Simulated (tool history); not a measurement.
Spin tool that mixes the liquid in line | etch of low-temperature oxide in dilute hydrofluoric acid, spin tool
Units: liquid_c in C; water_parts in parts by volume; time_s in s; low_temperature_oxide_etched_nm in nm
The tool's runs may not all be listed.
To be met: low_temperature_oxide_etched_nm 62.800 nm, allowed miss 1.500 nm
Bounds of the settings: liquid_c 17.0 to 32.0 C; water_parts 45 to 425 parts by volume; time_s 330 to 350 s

run  hour  liquid_c  water_parts  time_s  low_temperature_oxide_etched_nm
  1   0.0      24.0          235     330                           46.309
  2   6.4      24.0          235     350                           48.865
  3  14.9      24.0          305     350                           35.028
  4  23.5      24.0          305     350                           35.074
  5  31.7      24.0          380     350                           26.299
  6  33.5      21.5          380     350                           24.339
  7  41.2      25.5          285     350                           40.833
  8  42.4      27.5          265     350                           47.386
  9  50.3      29.0          255     350                           52.177
 10  51.9      30.0          250     350                           55.592
 11  60.7      30.5          245     350                           58.468
 12  68.5      31.0          245     350                           59.934
 13  75.1      31.5          245     350                           61.431

Which of these 5 next moves meets every target?
  A  81.7      30.5          220     330                                ?
  B  81.7      30.0          235     330                                ?
  C  81.7      30.0          235     345                                ?
  D  81.7      31.5          235     330                                ?
  E  81.7      32.0          250     350                                ?

move  low_temperature_oxide_etched_nm
   A                           63.550
   B                           57.459
   C                           60.071
   D                           60.409
   E                           60.121
A: meets every target
B: further off than the last run
C: further off than the last run
D: further off than the last run
E: further off than the last run
Move A is the one to make.

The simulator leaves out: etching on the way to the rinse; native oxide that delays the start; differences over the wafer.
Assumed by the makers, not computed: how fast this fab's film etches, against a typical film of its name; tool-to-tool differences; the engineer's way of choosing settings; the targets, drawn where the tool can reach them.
